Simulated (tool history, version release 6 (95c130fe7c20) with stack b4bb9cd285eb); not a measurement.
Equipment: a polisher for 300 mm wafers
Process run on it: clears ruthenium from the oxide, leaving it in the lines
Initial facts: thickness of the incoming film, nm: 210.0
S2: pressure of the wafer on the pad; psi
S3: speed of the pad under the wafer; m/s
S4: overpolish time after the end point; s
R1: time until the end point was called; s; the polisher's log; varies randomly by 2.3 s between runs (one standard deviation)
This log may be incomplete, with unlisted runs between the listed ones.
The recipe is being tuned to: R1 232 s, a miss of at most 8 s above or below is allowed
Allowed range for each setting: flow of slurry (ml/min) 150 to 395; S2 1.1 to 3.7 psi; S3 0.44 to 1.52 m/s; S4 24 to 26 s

run 1 hour=0 | flow_of_slurry_(ml/min)=250 S2=2.4 S3=0.98 S4=24 | R1=129.47
run 2 hour=7.2 | flow_of_slurry_(ml/min)=250 S2=2.4 S3=1.08 S4=24 | R1=115.85
run 3 hour=11.1 | flow_of_slurry_(ml/min)=250 S2=2.1 S3=1.06 S4=24 | R1=130.62
run 4 hour=12.5 | flow_of_slurry_(ml/min)=250 S2=2.1 S3=0.88 S4=24 | R1=154.34
run 5 hour=18.4 | flow_of_slurry_(ml/min)=250 S2=1.9 S3=0.86 S4=24 | R1=169.23
run 6 hour=24.7 | flow_of_slurry_(ml/min)=250 S2=1.7 S3=0.86 S4=24 | R1=186.1
run 7 hour=33.1 | flow_of_slurry_(ml/min)=250 S2=1.6 S3=0.86 S4=24 | R1=193.31
run 8 hour=38.7 | flow_of_slurry_(ml/min)=250 S2=1.5 S3=0.86 S4=24 | R1=197
run 9 hour=40.4 | flow_of_slurry_(ml/min)=250 S2=1.4 S3=0.86 S4=24 | R1=210.01

5 candidate next runs follow, results not yet known. Just one meets every target within its allowed miss. Identify it.
run A hour=42.1 | flow_of_slurry_(ml/min)=215 S2=1.1 S3=0.92 S4=24 | R1=?
run B hour=42.1 | flow_of_slurry_(ml/min)=210 S2=1.2 S3=0.82 S4=25 | R1=?
run C hour=42.1 | flow_of_slurry_(ml/min)=280 S2=1.1 S3=0.82 S4=26 | R1=?
run D hour=42.1 | flow_of_slurry_(ml/min)=345 S2=1.2 S3=0.76 S4=24 | R1=?
run E hour=42.1 | flow_of_slurry_(ml/min)=255 S2=1.1 S3=0.8 S4=25 | R1=?

move=A R1=231.25
move=B R1=246.66
move=C R1=250.27
move=D R1=251.21
move=E R1=258.95
A: in spec on every target
B: takes the biggest miss from the last run beyond its target
C: takes the biggest miss from the last run beyond its target
D: takes the biggest miss from the last run beyond its target
E: takes the biggest miss from the last run beyond its target
Answer: A
